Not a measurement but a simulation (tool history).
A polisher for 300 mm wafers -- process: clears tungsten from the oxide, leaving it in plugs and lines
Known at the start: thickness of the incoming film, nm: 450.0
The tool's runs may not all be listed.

run    day  flow of slurry (ml/min)  pressure of the wafer on the pad (psi)  speed of the pad under the wafer (m/s)  abrasive content of the slurry  overpolish time after the end point (s)  time until the end point was called (s)
  1      0                      310                                     4.8                                     1.1                               1                                        4                                   65.407
  2  0.288                      365                                     4.8                                     1.1                               1                                        4                                   63.586
  3  0.442                      405                                     4.8                                     1.1                               1                                        4                                   62.805
  4  0.496                      405                                     4.8                                     1.1                             0.9                                        4                                    65.31
  5  0.788                      350                                     4.8                                     1.1                             0.9                                        4                                   65.794
  6  1.133                      385                                     4.8                                     1.1                             0.9                                        4                                   63.375
  7  1.296                      385                                     4.9                                     1.1                             0.9                                        4                                    63.57

Expected results for the next run?
  8  1.346                      385                                       5                                     1.1                             0.9                                        4                                        ?

Logged for run 8: time until the end point was called (s) 63.527.
